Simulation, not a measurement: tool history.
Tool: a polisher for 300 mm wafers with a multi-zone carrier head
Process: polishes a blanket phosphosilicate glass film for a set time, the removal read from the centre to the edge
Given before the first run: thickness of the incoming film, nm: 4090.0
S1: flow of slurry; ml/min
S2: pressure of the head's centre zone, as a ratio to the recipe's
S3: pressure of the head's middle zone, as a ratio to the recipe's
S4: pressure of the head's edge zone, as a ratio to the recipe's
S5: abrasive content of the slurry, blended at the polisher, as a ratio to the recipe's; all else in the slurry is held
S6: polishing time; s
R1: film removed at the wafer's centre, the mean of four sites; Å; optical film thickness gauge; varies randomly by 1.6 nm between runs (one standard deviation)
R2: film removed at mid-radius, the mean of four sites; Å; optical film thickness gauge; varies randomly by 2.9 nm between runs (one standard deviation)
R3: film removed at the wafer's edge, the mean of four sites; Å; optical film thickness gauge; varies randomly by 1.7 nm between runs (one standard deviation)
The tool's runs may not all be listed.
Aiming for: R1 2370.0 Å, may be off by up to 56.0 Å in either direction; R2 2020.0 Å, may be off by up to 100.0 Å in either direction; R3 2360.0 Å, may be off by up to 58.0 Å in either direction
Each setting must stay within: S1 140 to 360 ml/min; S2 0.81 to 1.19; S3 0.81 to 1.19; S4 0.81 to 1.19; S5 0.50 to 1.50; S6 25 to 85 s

Run 1, day 0.000: S1 230 ml/min, S2 1.00, S3 1.00, S4 1.00, S5 1.00, S6 55 s. Result: R1 4708.0 Å, R2 4812.5 Å, R3 4702.2 Å.
Run 2, day 0.262: S1 230 ml/min, S2 1.00, S3 1.00, S4 0.95, S5 1.00, S6 55 s. Result: R1 4708.4 Å, R2 4857.5 Å, R3 4643.0 Å.
Run 3, day 0.604: S1 230 ml/min, S2 1.00, S3 1.05, S4 0.95, S5 1.00, S6 55 s. Result: R1 4685.7 Å, R2 4959.3 Å, R3 4645.6 Å.
Run 4, day 0.704: S1 230 ml/min, S2 1.00, S3 1.05, S4 0.95, S5 0.85, S6 55 s. Result: R1 4235.9 Å, R2 4393.2 Å, R3 4241.8 Å.
Run 5, day 1.067: S1 230 ml/min, S2 1.05, S3 1.05, S4 0.95, S5 0.85, S6 55 s. Result: R1 4501.3 Å, R2 4560.0 Å, R3 4238.7 Å.
Run 6, day 1.221: S1 230 ml/min, S2 1.05, S3 1.02, S4 0.95, S5 0.85, S6 55 s. Result: R1 4457.9 Å, R2 4370.0 Å, R3 4240.1 Å.
Run 7, day 1.317: S1 210 ml/min, S2 0.99, S3 0.92, S4 0.85, S5 0.60, S6 40 s. Result: R1 2352.2 Å, R2 2281.0 Å, R3 2290.5 Å.
Run 8, day 1.675: S1 210 ml/min, S2 1.00, S3 0.88, S4 0.89, S5 0.60, S6 40 s. Result: R1 2372.3 Å, R2 2202.8 Å, R3 2363.9 Å.
Run 9, day 1.829: S1 205 ml/min, S2 1.01, S3 0.86, S4 0.90, S5 0.60, S6 40 s. Result: R1 2435.1 Å, R2 2111.7 Å, R3 2371.8 Å.
Run 10, day 2.179: S1 180 ml/min, S2 0.99, S3 0.83, S4 0.91, S5 0.60, S6 40 s. Result: R1 2298.6 Å, R2 2047.0 Å, R3 2335.4 Å.

Next run, 5 choices. One meets every target within its allowed miss, the rest don't. Which?
Run A, day 2.529: S1 195 ml/min, S2 0.94, S3 0.95, S4 0.85, S5 0.60, S6 40 s. Result: R1 ?, R2 ?, R3 ?.
Run B, day 2.529: S1 145 ml/min, S2 1.04, S3 0.85, S4 0.96, S5 0.50, S6 48 s. Result: R1 ?, R2 ?, R3 ?.
Run C, day 2.529: S1 145 ml/min, S2 0.95, S3 0.86, S4 0.89, S5 0.60, S6 42 s. Result: R1 ?, R2 ?, R3 ?.
Run D, day 2.529: S1 140 ml/min, S2 0.92, S3 0.95, S4 0.97, S5 0.75, S6 37 s. Result: R1 ?, R2 ?, R3 ?.
Run E, day 2.529: S1 145 ml/min, S2 1.00, S3 0.99, S4 0.82, S5 0.65, S6 38 s. Result: R1 ?, R2 ?, R3 ?.

move      R1      R2      R3
   A  2224.1  2347.2  2310.2
   B  2355.7  2062.7  2367.8
   C  2204.4  2136.1  2362.0
   D  2194.4  2386.9  2509.4
   E  2237.1  2312.2  2207.8
A: lands further from the targets than the last run did
B: all results land within tolerance of their targets
C: lands further from the targets than the last run did
D: lands further from the targets than the last run did
E: lands further from the targets than the last run did
The right move is B.

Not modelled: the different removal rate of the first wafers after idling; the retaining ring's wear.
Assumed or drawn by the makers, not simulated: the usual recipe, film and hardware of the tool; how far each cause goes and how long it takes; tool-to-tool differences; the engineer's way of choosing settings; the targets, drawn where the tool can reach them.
